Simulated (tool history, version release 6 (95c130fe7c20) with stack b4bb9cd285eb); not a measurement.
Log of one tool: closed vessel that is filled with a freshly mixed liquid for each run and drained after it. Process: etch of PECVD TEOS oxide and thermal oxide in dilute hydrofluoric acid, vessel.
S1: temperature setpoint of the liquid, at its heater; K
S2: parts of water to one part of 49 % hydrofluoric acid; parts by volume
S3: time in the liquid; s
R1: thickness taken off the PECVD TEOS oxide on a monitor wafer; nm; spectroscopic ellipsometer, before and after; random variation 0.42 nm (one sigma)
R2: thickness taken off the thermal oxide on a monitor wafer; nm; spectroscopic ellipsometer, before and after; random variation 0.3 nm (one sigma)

run  hour      S1   S2   S3      R1      R2
  1     0  295.15  295  765  37.773  9.4238
  2   9.3  296.65  255  765  47.783  11.846
  3  11.4  297.65  225  765   57.86  14.494
  4  15.4  297.65  290  765  41.854  10.476
  5  18.2  298.65  255  765  50.857  12.687
  6  26.5  299.15  225  765  61.194  15.446
  7  29.7  299.65  205  765  69.892  17.571
  8  37.6  300.15  190  765  77.718  19.629
  9  42.7  300.65  175  765  87.394  21.687
 10  43.9  301.15  165  765  96.009  23.746
 11  46.8  301.65  160  765  101.11  24.972
 12  52.9  301.65  155  765  104.54  26.267
 13  57.6  301.65  150  765  109.57  27.636
 14  62.2  301.65  145  765  113.25   28.25

Forecast run 15:
 15  64.4  301.65  140  765   ?   ?

R1: 118.22 nm
R2: 29.949 nm

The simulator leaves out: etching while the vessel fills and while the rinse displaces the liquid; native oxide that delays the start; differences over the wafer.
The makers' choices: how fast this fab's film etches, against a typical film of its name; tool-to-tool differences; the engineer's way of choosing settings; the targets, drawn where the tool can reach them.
